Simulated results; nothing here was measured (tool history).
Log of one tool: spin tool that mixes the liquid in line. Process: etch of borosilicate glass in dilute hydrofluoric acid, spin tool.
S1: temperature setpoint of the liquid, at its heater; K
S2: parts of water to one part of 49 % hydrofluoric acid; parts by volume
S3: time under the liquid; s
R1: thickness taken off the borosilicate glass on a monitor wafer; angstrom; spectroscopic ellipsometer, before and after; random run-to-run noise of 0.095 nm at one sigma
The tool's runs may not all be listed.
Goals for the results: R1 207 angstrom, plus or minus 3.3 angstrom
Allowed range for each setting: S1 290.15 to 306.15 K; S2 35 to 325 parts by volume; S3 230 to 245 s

run	day	S1	S2	S3	R1
1	0	298.15	180	230	334.83
2	0.333	297.15	185	230	313.37
3	0.396	297.15	185	230	311.03
4	0.65	297.15	185	245	329.29
5	0.9	296.15	190	245	308.64
6	1.254	296.15	215	245	266.56
7	1.412	295.65	215	245	262.8
8	1.717	295.15	215	245	254.99
9	1.862	295.15	215	245	256.87
10	2.1	294.65	215	245	251.56

Of the 5 settings listed for the next run, only one would bring every result within its allowed miss of target. Which one?
A	2.338	294.65	190	245	?
B	2.338	294.65	205	245	?
C	2.338	296.65	255	230	?
D	2.338	295.15	205	245	?
E	2.338	297.15	185	245	?

move	R1
A	291.56
B	266.3
C	206.52
D	271.49
E	331.42
A: moves away from the targets compared with the last run
B: moves away from the targets compared with the last run
C: all results in spec
D: moves away from the targets compared with the last run
E: moves away from the targets compared with the last run
Answer: C
